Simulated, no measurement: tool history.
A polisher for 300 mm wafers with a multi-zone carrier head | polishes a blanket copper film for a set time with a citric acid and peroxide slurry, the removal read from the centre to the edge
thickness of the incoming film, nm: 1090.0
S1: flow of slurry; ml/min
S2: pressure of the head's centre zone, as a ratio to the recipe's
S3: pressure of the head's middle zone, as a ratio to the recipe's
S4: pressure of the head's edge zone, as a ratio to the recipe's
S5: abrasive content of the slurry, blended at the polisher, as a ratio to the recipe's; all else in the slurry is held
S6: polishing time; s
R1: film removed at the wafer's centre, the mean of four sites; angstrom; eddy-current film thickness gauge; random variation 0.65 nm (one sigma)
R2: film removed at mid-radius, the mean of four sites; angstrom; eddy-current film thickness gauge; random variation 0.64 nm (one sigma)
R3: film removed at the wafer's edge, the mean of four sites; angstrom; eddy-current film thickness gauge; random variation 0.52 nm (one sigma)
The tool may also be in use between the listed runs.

{"run": 1, "hour": 0.0, "S1": 245, "S2": 1.0, "S3": 1.0, "S4": 1.0, "S5": 1.0, "S6": 46, "R1": 938.92, "R2": 948.43, "R3": 939.05}
{"run": 2, "hour": 3.7, "S1": 240, "S2": 0.99, "S3": 0.97, "S4": 0.99, "S5": 0.9, "S6": 42, "R1": 805.41, "R2": 827.76, "R3": 840.61}
{"run": 3, "hour": 11.9, "S1": 240, "S2": 0.99, "S3": 1.01, "S4": 0.99, "S5": 0.9, "S6": 42, "R1": 822.92, "R2": 854.49, "R3": 838.81}
{"run": 4, "hour": 14.9, "S1": 240, "S2": 0.99, "S3": 1.09, "S4": 0.99, "S5": 0.9, "S6": 42, "R1": 817.73, "R2": 908.57, "R3": 844.72}
{"run": 5, "hour": 16.8, "S1": 235, "S2": 0.99, "S3": 1.05, "S4": 0.99, "S5": 0.85, "S6": 39, "R1": 754.99, "R2": 808.02, "R3": 762.08}
{"run": 6, "hour": 20.5, "S1": 235, "S2": 0.99, "S3": 1.05, "S4": 0.99, "S5": 0.85, "S6": 32, "R1": 627.57, "R2": 643.51, "R3": 620.66}
{"run": 7, "hour": 23.9, "S1": 235, "S2": 0.98, "S3": 1.02, "S4": 1.0, "S5": 0.8, "S6": 31, "R1": 574.69, "R2": 611.35, "R3": 608.99}
{"run": 8, "hour": 27.3, "S1": 235, "S2": 0.98, "S3": 1.02, "S4": 1.0, "S5": 0.8, "S6": 31, "R1": 585.52, "R2": 619.03, "R3": 608.49}
{"run": 9, "hour": 35.2, "S1": 230, "S2": 0.99, "S3": 0.99, "S4": 1.0, "S5": 0.75, "S6": 30, "R1": 572.44, "R2": 571.96, "R3": 566.05}
{"run": 10, "hour": 37.3, "S1": 225, "S2": 0.98, "S3": 0.96, "S4": 1.01, "S5": 0.75, "S6": 30, "R1": 568.1, "R2": 565.32, "R3": 588.84}
{"run": 11, "hour": 38.4, "S1": 225, "S2": 0.98, "S3": 0.94, "S4": 1.01, "S5": 0.7, "S6": 30, "R1": 560.86, "R2": 547.51, "R3": 571.33}

Forecast run 12:
{"run": 12, "hour": 47.1, "S1": 225, "S2": 0.97, "S3": 0.92, "S4": 1.01, "S5": 0.65, "S6": 30, "R1": "?", "R2": "?", "R3": "?"}

{"run 12": {"R1": 535.91, "R2": 517.99, "R3": 576.76}}
